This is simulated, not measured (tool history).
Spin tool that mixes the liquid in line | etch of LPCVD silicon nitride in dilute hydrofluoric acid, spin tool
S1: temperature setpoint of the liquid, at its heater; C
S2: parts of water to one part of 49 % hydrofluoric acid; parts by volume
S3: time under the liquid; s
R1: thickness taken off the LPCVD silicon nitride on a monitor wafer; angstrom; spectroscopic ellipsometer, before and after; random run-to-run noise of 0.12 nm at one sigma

run,hour,S1,S2,S3,R1
1,0.0,25.0,85,320,20.871
2,5.3,25.0,100,320,18.046
3,12.2,26.0,95,325,18.958
4,14.0,26.0,85,330,22.193
5,15.0,23.5,85,330,19.394
6,18.4,23.5,85,320,18.655

Predict the results of run 7:
7,20.5,24.5,80,325,?

{"run 7": {"R1": 22.7}}

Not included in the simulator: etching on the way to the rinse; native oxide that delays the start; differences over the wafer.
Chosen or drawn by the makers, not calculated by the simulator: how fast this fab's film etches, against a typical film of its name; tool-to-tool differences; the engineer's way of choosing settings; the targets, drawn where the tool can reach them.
